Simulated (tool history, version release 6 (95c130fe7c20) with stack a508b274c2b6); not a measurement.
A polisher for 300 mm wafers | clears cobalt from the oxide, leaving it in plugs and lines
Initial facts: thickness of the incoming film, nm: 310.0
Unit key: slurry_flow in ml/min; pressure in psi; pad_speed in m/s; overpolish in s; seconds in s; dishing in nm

run 1 hour=0.0 | slurry_flow=250 pressure=2.0 pad_speed=0.84 overpolish=23 | seconds=75.423 dishing=62.888
run 2 hour=8.8 | slurry_flow=220 pressure=2.0 pad_speed=0.84 overpolish=23 | seconds=77.476 dishing=61.885
run 3 hour=15.1 | slurry_flow=220 pressure=1.9 pad_speed=0.82 overpolish=23 | seconds=83.209 dishing=59.274
run 4 hour=16.9 | slurry_flow=220 pressure=1.8 pad_speed=0.80 overpolish=24 | seconds=91.368 dishing=58.307
run 5 hour=25.5 | slurry_flow=220 pressure=1.8 pad_speed=0.62 overpolish=24 | seconds=104.900 dishing=52.592
run 6 hour=31.3 | slurry_flow=220 pressure=2.1 pad_speed=0.62 overpolish=24 | seconds=91.197 dishing=58.190
run 7 hour=39.7 | slurry_flow=220 pressure=2.1 pad_speed=0.62 overpolish=24 | seconds=91.250 dishing=57.706
run 8 hour=41.4 | slurry_flow=220 pressure=2.0 pad_speed=0.62 overpolish=24 | seconds=92.964 dishing=55.936
run 9 hour=48.5 | slurry_flow=220 pressure=1.9 pad_speed=0.62 overpolish=25 | seconds=100.720 dishing=55.601

Run 10 has not been measured yet. What should we expect?
run 10 hour=52.1 | slurry_flow=220 pressure=1.8 pad_speed=0.62 overpolish=25 | seconds=? dishing=?

Run 10 produced seconds 105.160 s, dishing 53.177 nm.
